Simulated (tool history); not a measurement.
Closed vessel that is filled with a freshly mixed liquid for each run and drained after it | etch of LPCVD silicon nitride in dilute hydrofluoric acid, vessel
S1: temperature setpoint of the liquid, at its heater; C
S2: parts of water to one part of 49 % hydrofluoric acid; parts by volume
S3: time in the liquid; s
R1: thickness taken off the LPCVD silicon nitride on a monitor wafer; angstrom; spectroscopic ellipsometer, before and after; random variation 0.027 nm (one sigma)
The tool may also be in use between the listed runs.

| run | hour | S1 | S2 | S3 | R1 |
|---|---|---|---|---|---|
| 1 | 0 | 23 | 265 | 3105 | 53.631 |
| 2 | 3.4 | 23 | 235 | 3105 | 60.872 |
| 3 | 12.9 | 22.5 | 235 | 3105 | 58.336 |
| 4 | 17.6 | 21 | 235 | 3105 | 52.951 |
| 5 | 25 | 20.5 | 235 | 3105 | 52.088 |
| 6 | 29.4 | 23.5 | 235 | 3105 | 62.996 |
| 7 | 35.6 | 23 | 235 | 3105 | 60.61 |
| 8 | 42.6 | 22.5 | 235 | 3105 | 58.397 |
| 9 | 50 | 18.5 | 250 | 3105 | 41.861 |

The next listed run, before its measurement:
| 10 | 54.4 | 18 | 250 | 3105 | ? |

{"run 10": {"R1": 41.423}}

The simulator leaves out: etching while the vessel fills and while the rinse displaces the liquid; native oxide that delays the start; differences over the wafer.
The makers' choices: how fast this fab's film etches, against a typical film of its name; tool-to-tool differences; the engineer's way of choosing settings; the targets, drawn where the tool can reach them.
